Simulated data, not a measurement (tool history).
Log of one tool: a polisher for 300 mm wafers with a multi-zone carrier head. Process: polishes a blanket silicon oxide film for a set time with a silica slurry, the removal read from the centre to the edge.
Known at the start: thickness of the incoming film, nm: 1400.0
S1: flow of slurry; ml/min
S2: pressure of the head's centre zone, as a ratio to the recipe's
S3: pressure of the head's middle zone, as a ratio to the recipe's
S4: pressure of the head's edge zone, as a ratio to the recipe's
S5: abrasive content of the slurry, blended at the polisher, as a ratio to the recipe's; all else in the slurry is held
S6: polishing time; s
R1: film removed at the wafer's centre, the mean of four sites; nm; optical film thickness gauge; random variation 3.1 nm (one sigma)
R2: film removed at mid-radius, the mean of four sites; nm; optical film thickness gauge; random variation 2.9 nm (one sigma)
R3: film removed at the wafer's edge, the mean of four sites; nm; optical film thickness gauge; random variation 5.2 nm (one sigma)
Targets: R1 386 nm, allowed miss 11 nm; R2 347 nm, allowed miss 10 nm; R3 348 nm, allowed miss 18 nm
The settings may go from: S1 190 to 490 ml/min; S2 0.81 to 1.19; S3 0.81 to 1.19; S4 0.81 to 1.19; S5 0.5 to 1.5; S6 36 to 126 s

Run 1, hour 0: S1 315 ml/min, S2 1, S3 1, S4 1, S5 1, S6 81 s. Result: R1 300.75 nm, R2 290.42 nm, R3 289.13 nm.
Run 2, hour 2.2: S1 320 ml/min, S2 1.02, S3 1.01, S4 1.02, S5 1.05, S6 81 s. Result: R1 316 nm, R2 306.33 nm, R3 309.33 nm.
Run 3, hour 5.3: S1 330 ml/min, S2 1.05, S3 1.02, S4 1.03, S5 1.05, S6 81 s. Result: R1 318.13 nm, R2 310.65 nm, R3 315.66 nm.
Run 4, hour 6.3: S1 330 ml/min, S2 1.05, S3 1.02, S4 0.97, S5 1.05, S6 81 s. Result: R1 323.89 nm, R2 309.66 nm, R3 298.65 nm.
Run 5, hour 10: S1 330 ml/min, S2 1.05, S3 1.02, S4 0.97, S5 0.95, S6 81 s. Result: R1 305.46 nm, R2 290.17 nm, R3 282.93 nm.
Run 6, hour 17.1: S1 280 ml/min, S2 1.05, S3 1.02, S4 0.97, S5 0.95, S6 81 s. Result: R1 295.73 nm, R2 284.4 nm, R3 278.03 nm.
Run 7, hour 17.8: S1 305 ml/min, S2 1.07, S3 1.03, S4 0.98, S5 0.95, S6 81 s. Result: R1 308.31 nm, R2 293.29 nm, R3 286.24 nm.
Run 8, hour 23.3: S1 325 ml/min, S2 1.09, S3 1.03, S4 0.99, S5 0.95, S6 81 s. Result: R1 314.7 nm, R2 291.53 nm, R3 291.64 nm.
Run 9, hour 28.2: S1 340 ml/min, S2 1.11, S3 1.04, S4 0.99, S5 0.95, S6 81 s. Result: R1 318.89 nm, R2 298.3 nm, R3 292.14 nm.

4 next moves are on the table. One of them brings every result within its allowed miss. Which?
Run A, hour 33.1: S1 295 ml/min, S2 0.96, S3 1.08, S4 1.19, S5 0.95, S6 97 s. Result: R1 ?, R2 ?, R3 ?.
Run B, hour 33.1: S1 220 ml/min, S2 1.01, S3 1.01, S4 1.19, S5 0.95, S6 70 s. Result: R1 ?, R2 ?, R3 ?.
Run C, hour 33.1: S1 270 ml/min, S2 1.14, S3 0.81, S4 1.19, S5 0.85, S6 100 s. Result: R1 ?, R2 ?, R3 ?.
Run D, hour 33.1: S1 310 ml/min, S2 1.11, S3 1.01, S4 0.97, S5 1.1, S6 91 s. Result: R1 ?, R2 ?, R3 ?.

move      R1      R2      R3
   A  326.41  358.45  375.32
   B  239.56  237.18  265.09
   C  368.32  269.02  360.48
   D  384.43  345.48  345.84
A: nearer than the last run, and not there yet
B: further off than the last run
C: further off than the last run
D: meets every target
The right move is D.
